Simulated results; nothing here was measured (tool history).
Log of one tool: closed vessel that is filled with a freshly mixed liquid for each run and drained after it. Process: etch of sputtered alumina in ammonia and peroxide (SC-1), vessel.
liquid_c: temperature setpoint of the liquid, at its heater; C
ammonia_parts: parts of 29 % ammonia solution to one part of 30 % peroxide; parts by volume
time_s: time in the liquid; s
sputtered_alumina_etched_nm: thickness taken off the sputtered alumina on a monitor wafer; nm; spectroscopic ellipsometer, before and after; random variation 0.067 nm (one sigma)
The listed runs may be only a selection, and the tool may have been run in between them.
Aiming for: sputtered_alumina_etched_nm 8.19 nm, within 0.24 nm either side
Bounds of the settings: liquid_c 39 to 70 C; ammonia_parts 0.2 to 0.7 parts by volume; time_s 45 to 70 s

run	hour	liquid_c	ammonia_parts	time_s	sputtered_alumina_etched_nm
1	0	55	0.4	70	6.1766
2	4.5	56.5	0.4	70	6.6422
3	9.5	56.5	0.4	70	6.6577
4	10.9	57.5	0.4	70	7.1011
5	16.3	57.5	0.55	70	7.2435
6	19.9	58	0.55	70	7.5172
7	24	58.5	0.55	70	7.6224
8	26.1	59	0.55	70	7.9367

Exactly one of the 5 candidate moves below puts every result within its allowed miss. Which one?
A	28.2	58	0.55	70	?
B	28.2	58.5	0.6	70	?
C	28.2	60	0.55	70	?
D	28.2	58	0.7	70	?
E	28.2	58.5	0.55	70	?

move	sputtered_alumina_etched_nm
A	7.4193
B	7.6793
C	8.2346
D	7.5909
E	7.6162
A: the biggest miss grows against the last run
B: the biggest miss grows against the last run
C: meets every target
D: the biggest miss grows against the last run
E: the biggest miss grows against the last run
Answer: C
